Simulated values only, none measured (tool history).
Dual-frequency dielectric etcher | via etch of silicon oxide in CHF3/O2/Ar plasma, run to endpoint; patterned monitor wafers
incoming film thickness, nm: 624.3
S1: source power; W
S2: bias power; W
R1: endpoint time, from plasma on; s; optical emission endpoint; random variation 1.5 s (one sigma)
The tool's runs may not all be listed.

run,hour,S1,S2,R1
1,0.0,820,220,241.86
2,4.3,890,233,225.06
3,12.1,890,264,215.99
4,20.7,960,264,205.40
5,25.1,980,265,205.91
6,26.2,980,246,212.59
7,27.4,1010,250,206.49
8,31.9,1030,252,206.07
9,35.3,1050,255,203.57
10,36.1,1050,255,201.34
11,39.3,1050,255,202.44
12,40.7,1060,256,200.60

Forecast run 13:
13,49.1,1060,256,?

Run 13 gave R1 201.57 s.

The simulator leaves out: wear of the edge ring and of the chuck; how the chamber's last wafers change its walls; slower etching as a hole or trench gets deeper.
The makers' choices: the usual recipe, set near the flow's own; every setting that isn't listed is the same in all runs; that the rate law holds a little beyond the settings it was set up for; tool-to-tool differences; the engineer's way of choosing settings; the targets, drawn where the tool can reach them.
